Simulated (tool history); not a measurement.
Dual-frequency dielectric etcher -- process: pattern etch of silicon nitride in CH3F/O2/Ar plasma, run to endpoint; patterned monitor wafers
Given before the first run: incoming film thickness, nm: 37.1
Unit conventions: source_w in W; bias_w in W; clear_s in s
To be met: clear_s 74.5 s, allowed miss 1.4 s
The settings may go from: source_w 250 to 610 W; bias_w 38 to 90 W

Run 1, hour 0: source_w 430 W, bias_w 64 W. Result: clear_s 59.315 s.
Run 2, hour 4.8: source_w 400 W, bias_w 61 W. Result: clear_s 62.254 s.
Run 3, hour 13.2: source_w 400 W, bias_w 50 W. Result: clear_s 65.522 s.
Run 4, hour 21: source_w 400 W, bias_w 42 W. Result: clear_s 69.407 s.
Run 5, hour 27.4: source_w 390 W, bias_w 42 W. Result: clear_s 69.816 s.
Run 6, hour 29.2: source_w 380 W, bias_w 42 W. Result: clear_s 71.372 s.
Run 7, hour 33.6: source_w 370 W, bias_w 42 W. Result: clear_s 71.648 s.
Run 8, hour 35.1: source_w 360 W, bias_w 42 W. Result: clear_s 72.584 s.

Pick the move, out of 4, that brings all results within their allowed miss; only one does.
Run A, hour 36.6: source_w 380 W, bias_w 40 W. Result: clear_s ?.
Run B, hour 36.6: source_w 390 W, bias_w 42 W. Result: clear_s ?.
Run C, hour 36.6: source_w 330 W, bias_w 54 W. Result: clear_s ?.
Run D, hour 36.6: source_w 370 W, bias_w 38 W. Result: clear_s ?.

move  clear_s
   A    71.94
   B   70.115
   C   70.967
   D    73.88
A: moves away from the targets compared with the last run
B: moves away from the targets compared with the last run
C: moves away from the targets compared with the last run
D: in spec on every target
D meets every target.
